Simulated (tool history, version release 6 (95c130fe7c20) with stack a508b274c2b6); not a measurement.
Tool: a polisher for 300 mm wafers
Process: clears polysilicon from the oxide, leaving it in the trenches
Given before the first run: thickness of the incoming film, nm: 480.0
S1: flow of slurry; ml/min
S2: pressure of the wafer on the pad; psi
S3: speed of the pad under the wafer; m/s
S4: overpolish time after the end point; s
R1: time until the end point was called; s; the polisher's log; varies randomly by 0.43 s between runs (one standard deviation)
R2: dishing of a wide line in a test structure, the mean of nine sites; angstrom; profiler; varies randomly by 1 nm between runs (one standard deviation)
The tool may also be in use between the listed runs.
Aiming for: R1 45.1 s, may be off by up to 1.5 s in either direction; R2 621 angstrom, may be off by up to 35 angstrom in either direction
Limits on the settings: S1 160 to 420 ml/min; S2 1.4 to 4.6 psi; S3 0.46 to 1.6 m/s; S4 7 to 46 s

{"run": 1, "hour": 0.0, "S1": 270, "S2": 3, "S3": 1.02, "S4": 24, "R1": 27.535, "R2": 633.01}
{"run": 2, "hour": 0.8, "S1": 270, "S2": 2.6, "S3": 1.02, "S4": 23, "R1": 31.176, "R2": 634.48}
{"run": 3, "hour": 6.7, "S1": 325, "S2": 2.6, "S3": 1.02, "S4": 23, "R1": 30.711, "R2": 629.22}
{"run": 4, "hour": 15.3, "S1": 325, "S2": 3.3, "S3": 1.02, "S4": 23, "R1": 24.407, "R2": 631.22}
{"run": 5, "hour": 22.0, "S1": 330, "S2": 2.8, "S3": 1.02, "S4": 23, "R1": 28.367, "R2": 632.09}
{"run": 6, "hour": 28.6, "S1": 330, "S2": 2.8, "S3": 1.02, "S4": 14, "R1": 28.188, "R2": 613.62}
{"run": 7, "hour": 29.2, "S1": 325, "S2": 2.4, "S3": 1.02, "S4": 15, "R1": 33.212, "R2": 613.84}
{"run": 8, "hour": 35.3, "S1": 325, "S2": 2.4, "S3": 1.02, "S4": 15, "R1": 33.227, "R2": 606.4}
{"run": 9, "hour": 36.1, "S1": 320, "S2": 2.2, "S3": 1.02, "S4": 18, "R1": 35.099, "R2": 616.24}
{"run": 10, "hour": 40.8, "S1": 315, "S2": 2, "S3": 1.02, "S4": 19, "R1": 39.872, "R2": 606.4}
{"run": 11, "hour": 48.7, "S1": 295, "S2": 1.7, "S3": 0.98, "S4": 11, "R1": 46.941, "R2": 536.49}
{"run": 12, "hour": 52.8, "S1": 310, "S2": 1.7, "S3": 0.98, "S4": 14, "R1": 47.62, "R2": 555.06}
{"run": 13, "hour": 55.3, "S1": 325, "S2": 1.7, "S3": 0.98, "S4": 18, "R1": 46.628, "R2": 582.52}
{"run": 14, "hour": 60.0, "S1": 335, "S2": 1.7, "S3": 0.98, "S4": 20, "R1": 47.259, "R2": 625.68}

Which one of the following 4 next-run settings gets every result inside its allowed miss? There is exactly one.
{"run": "A", "hour": 64.7, "S1": 345, "S2": 1.7, "S3": 0.96, "S4": 19, "R1": "?", "R2": "?"}
{"run": "B", "hour": 64.7, "S1": 420, "S2": 1.7, "S3": 0.94, "S4": 33, "R1": "?", "R2": "?"}
{"run": "C", "hour": 64.7, "S1": 305, "S2": 1.8, "S3": 0.82, "S4": 18, "R1": "?", "R2": "?"}
{"run": "D", "hour": 64.7, "S1": 365, "S2": 1.9, "S3": 0.92, "S4": 23, "R1": "?", "R2": "?"}

move=A R1=47.105 R2=623.99
move=B R1=47.413 R2=647.22
move=C R1=51.532 R2=610.08
move=D R1=44.088 R2=639.73
A: nearer than the last run, and not there yet
B: lands further from the targets than the last run did
C: lands further from the targets than the last run did
D: each result inside its tolerance
D is the move that brings every result within its allowed miss.

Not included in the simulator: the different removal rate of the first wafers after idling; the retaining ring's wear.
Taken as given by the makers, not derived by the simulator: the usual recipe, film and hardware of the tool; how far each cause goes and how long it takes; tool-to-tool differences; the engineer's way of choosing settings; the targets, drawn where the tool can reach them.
